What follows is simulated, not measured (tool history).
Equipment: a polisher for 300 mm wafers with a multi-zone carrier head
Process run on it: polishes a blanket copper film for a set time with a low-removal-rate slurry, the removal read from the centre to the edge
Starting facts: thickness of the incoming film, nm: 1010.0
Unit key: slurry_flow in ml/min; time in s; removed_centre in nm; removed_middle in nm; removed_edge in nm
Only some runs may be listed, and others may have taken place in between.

run	hour	slurry_flow	centre_zone	middle_zone	edge_zone	slurry_solids	time	removed_centre	removed_middle	removed_edge
1	0	280	1	1	1	1	33	81.651	85.836	84.614
2	6.4	280	1	1	0.94	1	33	82.32	85.57	82.745
3	13	280	1	1	0.94	0.8	33	77.778	80.307	77.632
4	16	280	1	0.96	0.94	0.8	33	76.779	77.906	77.832
# hour 20.6: slurry nozzle cleaned
5	20.6	280	1	0.96	0.89	0.8	33	82.257	82.73	77.796
6	27.2	280	1	0.96	0.84	0.8	33	82.448	82.395	77.008
7	35.4	290	1	1	0.84	1	35	93.028	97.897	87.275

Run 8, settings as shown, results not yet in. Your forecast:
8	43.5	300	1.01	1.02	0.85	1.15	36	?	?	?

Run 8 produced removed_centre 99.748 nm, removed_middle 104.1 nm, removed_edge 93.543 nm.

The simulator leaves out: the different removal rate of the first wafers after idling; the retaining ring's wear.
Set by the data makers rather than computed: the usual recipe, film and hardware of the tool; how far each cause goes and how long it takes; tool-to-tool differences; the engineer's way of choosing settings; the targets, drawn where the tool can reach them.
